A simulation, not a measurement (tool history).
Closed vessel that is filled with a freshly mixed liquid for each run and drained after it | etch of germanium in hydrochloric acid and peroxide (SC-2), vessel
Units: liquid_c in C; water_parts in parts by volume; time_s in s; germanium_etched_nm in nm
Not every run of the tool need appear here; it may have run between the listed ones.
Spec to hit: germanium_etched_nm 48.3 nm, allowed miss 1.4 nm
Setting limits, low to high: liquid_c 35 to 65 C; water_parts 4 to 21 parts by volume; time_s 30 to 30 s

run,hour,liquid_c,water_parts,time_s,germanium_etched_nm
1,0,49,11.5,30,54.543
2,5.4,49,11.5,30,54.995
3,10.3,53.5,11.5,30,62.087
4,19.2,53.5,11.5,30,61.972
5,21.2,53.5,15,30,61.057
6,29.4,51.5,15,30,57.278
7,36.3,50,15,30,54.373
8,41.8,49,15,30,52.084

Pick the move, out of 4, that brings all results within their allowed miss; only one does.
A,47.3,49,16.5,30,?
B,47.3,48,14,30,?
C,47.3,46.5,17,30,?
D,47.3,48.5,16.5,30,?

move,germanium_etched_nm
A,52.853
B,52.523
C,48.661
D,52.043
A: misses by more than the last run did
B: misses by more than the last run did
C: in spec on every target
D: about the same distance from the targets as the last run
So the answer is move C, the one that meets all the targets.

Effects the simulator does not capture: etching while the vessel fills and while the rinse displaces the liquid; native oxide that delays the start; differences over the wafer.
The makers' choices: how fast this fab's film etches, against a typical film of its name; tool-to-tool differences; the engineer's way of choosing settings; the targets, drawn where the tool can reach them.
